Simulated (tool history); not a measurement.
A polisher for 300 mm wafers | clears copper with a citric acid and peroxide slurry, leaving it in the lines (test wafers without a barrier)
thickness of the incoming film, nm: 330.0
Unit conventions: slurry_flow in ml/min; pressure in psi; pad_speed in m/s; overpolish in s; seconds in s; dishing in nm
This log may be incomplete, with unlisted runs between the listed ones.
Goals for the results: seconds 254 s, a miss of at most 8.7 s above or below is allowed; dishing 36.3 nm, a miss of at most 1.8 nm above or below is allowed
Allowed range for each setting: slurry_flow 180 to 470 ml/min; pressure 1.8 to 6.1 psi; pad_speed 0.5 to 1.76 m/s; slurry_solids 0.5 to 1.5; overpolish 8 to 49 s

| run | day | slurry_flow | pressure | pad_speed | slurry_solids | overpolish | seconds | dishing |
|---|---|---|---|---|---|---|---|---|
| 1 | 0 | 300 | 3.9 | 1.12 | 1 | 25 | 93.392 | 53.733 |
| 2 | 0.162 | 300 | 3.9 | 1.12 | 1 | 34 | 94.339 | 67.496 |
| 3 | 0.458 | 300 | 3.6 | 1.04 | 1 | 35 | 107.76 | 61.457 |
| 4 | 0.671 | 300 | 3.6 | 0.78 | 1 | 35 | 141.07 | 49.627 |
| 5 | 1.021 | 300 | 3.1 | 0.78 | 1 | 35 | 164.75 | 44.663 |
| 6 | 1.292 | 300 | 3.1 | 0.78 | 1 | 29 | 162.16 | 38.763 |
| 7 | 1.5 | 300 | 2.9 | 0.76 | 1 | 31 | 175.96 | 36.903 |
| 8 | 1.529 | 300 | 2.7 | 0.76 | 1 | 33 | 188.73 | 37.257 |
| 9 | 1.646 | 300 | 2.6 | 0.76 | 1 | 34 | 189.51 | 36.864 |
| 10 | 1.908 | 300 | 2.5 | 0.74 | 1 | 36 | 202.81 | 37.197 |
| 11 | 2.017 | 300 | 2.4 | 0.74 | 1 | 37 | 214.27 | 36.827 |
| 12 | 2.283 | 300 | 2.4 | 0.74 | 1 | 37 | 212.04 | 36.307 |
| 13 | 2.538 | 300 | 2.3 | 0.74 | 1 | 38 | 216.35 | 36.299 |
| 14 | 2.838 | 300 | 2.2 | 0.74 | 1 | 39 | 225.18 | 36.577 |
| 15 | 3.079 | 300 | 2.1 | 0.74 | 1 | 40 | 238.48 | 35.105 |
| 16 | 3.408 | 300 | 2.1 | 0.74 | 1 | 41 | 234.3 | 35.977 |
| 17 | 3.733 | 300 | 2.1 | 0.74 | 1 | 42 | 231.93 | 37.422 |

Which one of the following 5 next-run settings gets every result inside its allowed miss? There is exactly one.
| A | 4.058 | 310 | 1.9 | 0.8 | 1.05 | 38 | ? | ? |
| B | 4.058 | 355 | 1.9 | 0.84 | 1.25 | 36 | ? | ? |
| C | 4.058 | 425 | 2.1 | 0.68 | 0.85 | 38 | ? | ? |
| D | 4.058 | 205 | 1.8 | 0.84 | 0.85 | 45 | ? | ? |
| E | 4.058 | 305 | 1.8 | 0.84 | 1 | 37 | ? | ? |

| move | seconds | dishing |
|---|---|---|
| A | 231.61 | 33.684 |
| B | 209.36 | 35.052 |
| C | 256.27 | 31.023 |
| D | 255.7 | 35.646 |
| E | 233.86 | 32.557 |
A: no better and no worse than the last run
B: further off than the last run
C: the furthest-off result lands on target, but another misses its tolerance
D: in spec on every target
E: moves toward the targets from the last run without getting all of them in spec
The right move is D.

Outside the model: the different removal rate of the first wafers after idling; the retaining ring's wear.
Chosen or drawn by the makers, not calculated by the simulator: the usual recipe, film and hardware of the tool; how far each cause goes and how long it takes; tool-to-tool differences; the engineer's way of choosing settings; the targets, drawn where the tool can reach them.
